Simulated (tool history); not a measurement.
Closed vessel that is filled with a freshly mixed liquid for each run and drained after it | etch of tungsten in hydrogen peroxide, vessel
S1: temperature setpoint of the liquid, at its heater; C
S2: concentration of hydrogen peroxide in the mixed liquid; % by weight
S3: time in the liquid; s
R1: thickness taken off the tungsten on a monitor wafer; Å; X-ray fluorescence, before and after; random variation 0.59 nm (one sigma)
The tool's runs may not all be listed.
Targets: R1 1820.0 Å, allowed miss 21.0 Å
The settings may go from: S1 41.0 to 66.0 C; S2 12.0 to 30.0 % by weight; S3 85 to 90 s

run 1 hour=0.0 | S1=57.0 S2=22.0 S3=85 | R1=2519.6
run 2 hour=7.0 | S1=57.0 S2=20.0 S3=85 | R1=2418.1
run 3 hour=14.0 | S1=61.5 S2=20.0 S3=85 | R1=3116.4
run 4 hour=22.5 | S1=56.0 S2=20.0 S3=85 | R1=2260.3
run 5 hour=30.7 | S1=62.5 S2=20.0 S3=85 | R1=3301.0
run 6 hour=38.1 | S1=60.0 S2=20.0 S3=85 | R1=2847.5
run 7 hour=42.3 | S1=60.0 S2=20.0 S3=85 | R1=2867.3
run 8 hour=51.3 | S1=60.0 S2=20.0 S3=85 | R1=2856.0
run 9 hour=55.2 | S1=58.0 S2=20.0 S3=85 | R1=2546.6
run 10 hour=62.6 | S1=56.5 S2=20.0 S3=85 | R1=2344.3
run 11 hour=68.7 | S1=55.5 S2=20.0 S3=85 | R1=2186.5
run 12 hour=74.4 | S1=54.5 S2=20.0 S3=85 | R1=2073.8
run 13 hour=77.1 | S1=54.0 S2=20.0 S3=85 | R1=2016.0
run 14 hour=84.6 | S1=53.5 S2=20.0 S3=85 | R1=1954.4
run 15 hour=88.0 | S1=53.0 S2=20.0 S3=85 | R1=1892.8
run 16 hour=92.9 | S1=52.0 S2=20.0 S3=85 | R1=1786.5

4 next moves are on the table. One of them brings every result within its allowed miss. Which?
run A hour=97.8 | S1=51.5 S2=20.5 S3=85 | R1=?
run B hour=97.8 | S1=51.0 S2=21.5 S3=85 | R1=?
run C hour=97.8 | S1=50.5 S2=21.0 S3=90 | R1=?
run D hour=97.8 | S1=53.5 S2=17.5 S3=85 | R1=?

move=A R1=1751.1
move=B R1=1739.7
move=C R1=1766.0
move=D R1=1824.8
A: further off than the last run
B: further off than the last run
C: further off than the last run
D: meets every target
The right move is D.

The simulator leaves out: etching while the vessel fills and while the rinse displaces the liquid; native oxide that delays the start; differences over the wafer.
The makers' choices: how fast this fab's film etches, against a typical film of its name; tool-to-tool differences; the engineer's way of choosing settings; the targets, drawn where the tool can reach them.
